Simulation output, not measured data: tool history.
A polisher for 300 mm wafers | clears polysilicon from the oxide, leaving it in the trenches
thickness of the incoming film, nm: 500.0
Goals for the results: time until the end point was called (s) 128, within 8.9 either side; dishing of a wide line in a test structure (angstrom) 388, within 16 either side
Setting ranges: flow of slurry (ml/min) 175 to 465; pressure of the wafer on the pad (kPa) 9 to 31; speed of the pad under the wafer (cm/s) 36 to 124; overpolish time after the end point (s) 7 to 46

run  hour  flow of slurry (ml/min)  pressure of the wafer on the pad (kPa)  speed of the pad under the wafer (cm/s)  overpolish time after the end point (s)  time until the end point was called (s)  dishing of a wide line in a test structure (angstrom)
  1     0                      295                                      20                                       80                                       24                                   50.645                                                 432.53
  2   6.5                      220                                      20                                       80                                       24                                   52.311                                                 428.19
  3   8.3                      220                                    17.9                                       80                                       24                                   57.776                                                  430.3
  4  15.7                      220                                    22.1                                       80                                       24                                   47.121                                                 434.48
  5  18.7                      220                                    22.1                                       90                                       24                                    40.96                                                 425.46
  6  19.8                      180                                    22.1                                       90                                       24                                   43.486                                                 438.62
  7  21.8                      250                                    17.9                                       74                                       19                                   60.741                                                  421.5
  8  22.8                      250                                    15.2                                       66                                       15                                    80.89                                                 391.71
  9  29.4                      250                                    13.1                                       62                                       17                                    94.99                                                 389.48
 10  33.5                      250                                    11.7                                       60                                       19                                   110.89                                                  378.3
 11  35.2                      250                                    11.7                                       60                                       24                                   111.95                                                 401.01
 12  41.5                      250                                      11                                       60                                       23                                   115.41                                                 396.16

Exercise: of the 5 proposed moves below, exactly one satisfies all targets within the stated allowed misses. Which move is it?
  A  47.8                      260                                      11                                       68                                       23                                        ?                                                      ?
  B  47.8                      290                                       9                                       66                                       22                                        ?                                                      ?
  C  47.8                      235                                    11.7                                       62                                       27                                        ?                                                      ?
  D  47.8                      310                                    13.1                                       56                                       46                                        ?                                                      ?
  E  47.8                      230                                    13.1                                       66                                       17                                        ?                                                      ?

move  time until the end point was called (s)  dishing of a wide line in a test structure (angstrom)
   A                                   107.41                                                 406.34
   B                                   132.95                                                 381.83
   C                                   111.23                                                 415.06
   D                                   107.04                                                 433.11
   E                                   94.759                                                 390.45
A: moves away from the targets compared with the last run
B: each result inside its tolerance
C: moves away from the targets compared with the last run
D: moves away from the targets compared with the last run
E: moves away from the targets compared with the last run
B is the move that brings every result within its allowed miss.

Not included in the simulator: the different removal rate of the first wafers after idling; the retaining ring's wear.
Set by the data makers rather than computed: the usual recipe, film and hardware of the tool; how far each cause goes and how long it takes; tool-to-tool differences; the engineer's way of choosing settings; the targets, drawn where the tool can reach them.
